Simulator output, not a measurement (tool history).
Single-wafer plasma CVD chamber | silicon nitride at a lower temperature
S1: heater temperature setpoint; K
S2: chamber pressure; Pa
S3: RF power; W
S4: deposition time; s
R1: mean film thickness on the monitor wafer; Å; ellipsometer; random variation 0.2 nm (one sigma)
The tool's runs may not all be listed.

{"run": 1, "hour": 0.0, "S1": 603.15, "S2": 277, "S3": 380, "S4": 35.4, "R1": 466.22}
{"run": 2, "hour": 8.1, "S1": 603.15, "S2": 268, "S3": 370, "S4": 35.4, "R1": 452.69}
{"run": 3, "hour": 12.6, "S1": 603.15, "S2": 224, "S3": 370, "S4": 35.4, "R1": 428.54}
{"run": 4, "hour": 16.8, "S1": 603.15, "S2": 219, "S3": 365, "S4": 35.4, "R1": 419.36}
{"run": 5, "hour": 23.2, "S1": 603.15, "S2": 213, "S3": 360, "S4": 35.4, "R1": 417.07}
{"run": 6, "hour": 31.7, "S1": 603.15, "S2": 213, "S3": 390, "S4": 35.4, "R1": 431.51}
{"run": 7, "hour": 32.2, "S1": 603.15, "S2": 208, "S3": 380, "S4": 35.4, "R1": 424.04}
{"run": 8, "hour": 36.6, "S1": 603.15, "S2": 203, "S3": 375, "S4": 35.4, "R1": 421.34}
{"run": 9, "hour": 44.0, "S1": 603.15, "S2": 199, "S3": 370, "S4": 35.4, "R1": 407.15}
{"run": 10, "hour": 51.1, "S1": 603.15, "S2": 195, "S3": 365, "S4": 35.4, "R1": 401.2}
{"run": 11, "hour": 54.0, "S1": 603.15, "S2": 192, "S3": 365, "S4": 35.4, "R1": 401.63}
{"run": 12, "hour": 54.7, "S1": 603.15, "S2": 189, "S3": 360, "S4": 35.4, "R1": 398.84}

The next listed run, before its measurement:
{"run": 13, "hour": 59.6, "S1": 603.15, "S2": 187, "S3": 355, "S4": 35.4, "R1": "?"}

Run 13 gave R1 394.96 Å.

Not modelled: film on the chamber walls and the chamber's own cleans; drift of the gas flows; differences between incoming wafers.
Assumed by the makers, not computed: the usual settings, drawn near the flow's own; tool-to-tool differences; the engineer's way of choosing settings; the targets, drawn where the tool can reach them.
